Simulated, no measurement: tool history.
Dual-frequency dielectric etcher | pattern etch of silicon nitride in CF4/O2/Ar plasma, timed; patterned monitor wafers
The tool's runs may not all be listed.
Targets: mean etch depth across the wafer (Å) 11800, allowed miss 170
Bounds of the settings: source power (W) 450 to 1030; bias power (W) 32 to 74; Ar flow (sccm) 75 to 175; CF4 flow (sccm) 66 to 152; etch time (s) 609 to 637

run	hour	source power (W)	bias power (W)	Ar flow (sccm)	CF4 flow (sccm)	etch time (s)	mean etch depth across the wafer (Å)
1	0	740	53	125	109	609	14962
2	6.5	690	53	125	109	609	14394
3	7.7	690	53	125	128	609	14790
4	12.9	640	53	125	128	609	14128
5	16	540	53	125	128	609	12792
6	23.6	610	53	125	128	609	13714
7	25.9	570	53	125	128	609	13210
8	28.9	540	53	125	128	609	12821
9	37.6	520	53	125	128	609	12542
10	42.3	510	53	125	128	609	12351
11	46.9	500	53	125	128	609	12187
12	50.2	490	53	125	128	609	12206

Which of these 5 next moves meets every target?
A	53.5	530	47	146	118	609	?
B	53.5	540	52	135	119	623	?
C	53.5	460	58	123	102	629	?
D	53.5	460	50	130	140	627.5	?
E	53.5	460	57	135	137	628	?

move	mean etch depth across the wafer (Å)
A	11546
B	12769
C	12354
D	11851
E	12661
A: takes the result that was furthest off past its target
B: further off than the last run
C: further off than the last run
D: meets every target
E: further off than the last run
Answer: D
